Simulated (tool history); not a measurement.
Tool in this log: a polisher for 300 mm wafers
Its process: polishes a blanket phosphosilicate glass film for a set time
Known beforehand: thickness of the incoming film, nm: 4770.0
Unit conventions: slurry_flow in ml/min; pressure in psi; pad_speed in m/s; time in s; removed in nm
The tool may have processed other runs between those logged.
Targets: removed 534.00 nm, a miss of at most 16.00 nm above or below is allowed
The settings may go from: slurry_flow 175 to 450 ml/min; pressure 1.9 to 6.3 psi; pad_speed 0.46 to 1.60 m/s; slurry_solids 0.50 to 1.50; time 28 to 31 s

run 1 day=0.000 | slurry_flow=290 pressure=4.1 pad_speed=1.02 slurry_solids=1.00 time=31 | removed=318.83
run 2 day=0.304 | slurry_flow=290 pressure=4.4 pad_speed=1.02 slurry_solids=1.00 time=31 | removed=351.05
run 3 day=0.438 | slurry_flow=290 pressure=4.6 pad_speed=1.02 slurry_solids=1.00 time=31 | removed=358.43
run 4 day=0.767 | slurry_flow=290 pressure=4.8 pad_speed=1.02 slurry_solids=1.00 time=31 | removed=377.57
run 5 day=0.975 | slurry_flow=290 pressure=5.0 pad_speed=1.02 slurry_solids=1.00 time=31 | removed=393.18
run 6 day=1.312 | slurry_flow=290 pressure=5.0 pad_speed=1.02 slurry_solids=0.90 time=31 | removed=366.97
run 7 day=1.642 | slurry_flow=295 pressure=6.1 pad_speed=1.10 slurry_solids=0.90 time=31 | removed=469.21
run 8 day=1.733 | slurry_flow=295 pressure=6.1 pad_speed=1.12 slurry_solids=0.90 time=31 | removed=468.55
run 9 day=2.083 | slurry_flow=295 pressure=6.1 pad_speed=1.14 slurry_solids=0.90 time=31 | removed=484.91
run 10 day=2.200 | slurry_flow=295 pressure=6.1 pad_speed=1.16 slurry_solids=0.90 time=31 | removed=487.32

5 candidate next runs follow, results not yet known. Just one meets every target within its allowed miss. Identify it.
run A day=2.317 | slurry_flow=295 pressure=5.8 pad_speed=1.32 slurry_solids=0.75 time=30 | removed=?
run B day=2.317 | slurry_flow=360 pressure=6.2 pad_speed=1.24 slurry_solids=0.95 time=30 | removed=?
run C day=2.317 | slurry_flow=285 pressure=4.6 pad_speed=1.50 slurry_solids=1.15 time=28 | removed=?
run D day=2.317 | slurry_flow=290 pressure=6.2 pad_speed=1.30 slurry_solids=0.80 time=29 | removed=?
run E day=2.317 | slurry_flow=320 pressure=6.0 pad_speed=1.10 slurry_solids=0.90 time=29 | removed=?

move=A removed=438.26
move=B removed=529.04
move=C removed=465.62
move=D removed=467.78
move=E removed=434.75
A: its largest miss is bigger than the last run's
B: all results in spec
C: its largest miss is bigger than the last run's
D: its largest miss is bigger than the last run's
E: its largest miss is bigger than the last run's
Correct choice: B, which meets every target

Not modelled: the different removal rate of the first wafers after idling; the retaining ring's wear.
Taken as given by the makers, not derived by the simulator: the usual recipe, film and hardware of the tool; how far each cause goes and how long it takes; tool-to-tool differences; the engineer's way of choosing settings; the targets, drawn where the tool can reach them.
